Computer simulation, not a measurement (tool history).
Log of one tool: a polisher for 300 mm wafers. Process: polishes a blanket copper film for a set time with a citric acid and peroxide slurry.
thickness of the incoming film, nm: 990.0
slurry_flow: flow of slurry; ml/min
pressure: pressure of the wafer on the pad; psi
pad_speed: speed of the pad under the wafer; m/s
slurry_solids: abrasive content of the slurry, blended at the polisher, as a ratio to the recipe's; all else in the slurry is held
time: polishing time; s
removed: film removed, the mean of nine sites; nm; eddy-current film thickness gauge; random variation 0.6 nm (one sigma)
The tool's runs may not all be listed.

run	hour	slurry_flow	pressure	pad_speed	slurry_solids	time	removed
1	0.0	160	3.9	0.90	1.0	45	120.060
2	5.3	160	3.9	0.76	1.0	45	105.050
3	14.3	185	3.9	0.76	1.0	45	109.270
4	18.1	185	3.4	0.76	1.0	45	95.257
5	26.3	185	3.4	0.76	1.0	47	97.487
6	32.3	185	3.4	0.76	0.8	47	94.545
7	35.2	185	3.0	0.68	0.8	47	73.220
8	35.9	175	2.7	0.66	0.8	47	65.668
9	43.8	170	2.5	0.64	0.8	47	58.592
10	50.2	165	2.3	0.64	0.8	47	56.019
11	54.7	165	2.2	0.62	0.8	47	50.725
12	61.4	160	2.1	0.62	0.8	47	48.081
13	68.5	155	2.1	0.62	0.8	47	47.077

Forecast run 14:
14	77.3	150	2.1	0.62	0.8	47	?

Run 14 gave removed 47.372 nm.

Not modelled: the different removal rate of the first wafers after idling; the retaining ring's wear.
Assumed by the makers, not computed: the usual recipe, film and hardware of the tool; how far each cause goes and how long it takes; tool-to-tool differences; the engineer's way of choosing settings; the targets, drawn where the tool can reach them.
